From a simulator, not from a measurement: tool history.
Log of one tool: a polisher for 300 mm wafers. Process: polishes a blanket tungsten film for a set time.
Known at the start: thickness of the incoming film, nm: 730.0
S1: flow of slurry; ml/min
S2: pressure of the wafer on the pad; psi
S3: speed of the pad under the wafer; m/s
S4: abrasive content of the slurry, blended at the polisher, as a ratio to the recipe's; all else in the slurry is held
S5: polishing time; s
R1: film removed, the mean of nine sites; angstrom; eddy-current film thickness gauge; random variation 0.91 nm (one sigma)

| run | hour | S1 | S2 | S3 | S4 | S5 | R1 |
|---|---|---|---|---|---|---|---|
| 1 | 0 | 130 | 3.8 | 1.2 | 1 | 22 | 1001.2 |
| 2 | 3.5 | 130 | 3.7 | 1.2 | 1 | 22 | 985.8 |
| 3 | 7.8 | 130 | 3.6 | 1.2 | 1 | 22 | 973.09 |
| 4 | 14.1 | 130 | 3.5 | 1.2 | 1 | 22 | 923.61 |
| 5 | 15.6 | 130 | 3.5 | 1 | 1 | 22 | 775.83 |
| 6 | 22.2 | 130 | 3.5 | 0.8 | 1 | 22 | 637.61 |
| 7 | 26.2 | 130 | 3.6 | 0.8 | 1 | 22 | 642.07 |

Run 8 comes next. What will it give?
| 8 | 28 | 130 | 3.7 | 0.8 | 1 | 22 | ? |

Run 8 gave R1 686.29 angstrom.

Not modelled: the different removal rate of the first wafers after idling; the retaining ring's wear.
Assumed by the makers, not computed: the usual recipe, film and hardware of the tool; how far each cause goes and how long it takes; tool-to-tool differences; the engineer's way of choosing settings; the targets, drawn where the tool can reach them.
